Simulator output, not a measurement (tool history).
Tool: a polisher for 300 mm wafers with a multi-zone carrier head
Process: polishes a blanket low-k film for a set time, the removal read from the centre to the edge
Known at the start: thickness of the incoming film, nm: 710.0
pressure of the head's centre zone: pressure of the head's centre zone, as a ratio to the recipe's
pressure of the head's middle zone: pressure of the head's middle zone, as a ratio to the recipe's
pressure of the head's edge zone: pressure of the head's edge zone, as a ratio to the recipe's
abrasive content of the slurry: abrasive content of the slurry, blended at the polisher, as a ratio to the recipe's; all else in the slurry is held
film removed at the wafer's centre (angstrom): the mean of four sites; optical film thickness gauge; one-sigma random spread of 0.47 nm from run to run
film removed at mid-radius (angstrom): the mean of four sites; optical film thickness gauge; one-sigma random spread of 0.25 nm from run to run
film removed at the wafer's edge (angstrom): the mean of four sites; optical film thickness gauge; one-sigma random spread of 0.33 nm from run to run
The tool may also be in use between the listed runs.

run,hour,flow of slurry (ml/min),pressure of the head's centre zone,pressure of the head's middle zone,pressure of the head's edge zone,abrasive content of the slurry,polishing time (s),film removed at the wafer's centre (angstrom),film removed at mid-radius (angstrom),film removed at the wafer's edge (angstrom)
1,0,240,1,1,1,1,64,267.83,273.84,281
2,2.1,240,0.94,1,1,1,64,259.59,270.44,279.83
3,3.5,250,0.97,0.99,0.99,1.05,64,271.96,275.73,279.79
4,4.4,255,0.99,0.98,0.99,1.05,64,281.29,276.2,282.1
5,6.2,260,1.01,0.98,1,1.05,64,291.77,278.58,285.01
6,7.3,315,1.01,0.98,1,1.05,64,293.48,284.66,296.89
7,15.2,315,1.03,0.98,1,1.05,64,297.16,280.81,291.39

Predict the results of run 8:
8,18.3,340,1.13,0.99,1.06,1.2,64,?,?,?

film removed at the wafer's centre (angstrom): 343.06
film removed at mid-radius (angstrom): 298.27
film removed at the wafer's edge (angstrom): 318.35

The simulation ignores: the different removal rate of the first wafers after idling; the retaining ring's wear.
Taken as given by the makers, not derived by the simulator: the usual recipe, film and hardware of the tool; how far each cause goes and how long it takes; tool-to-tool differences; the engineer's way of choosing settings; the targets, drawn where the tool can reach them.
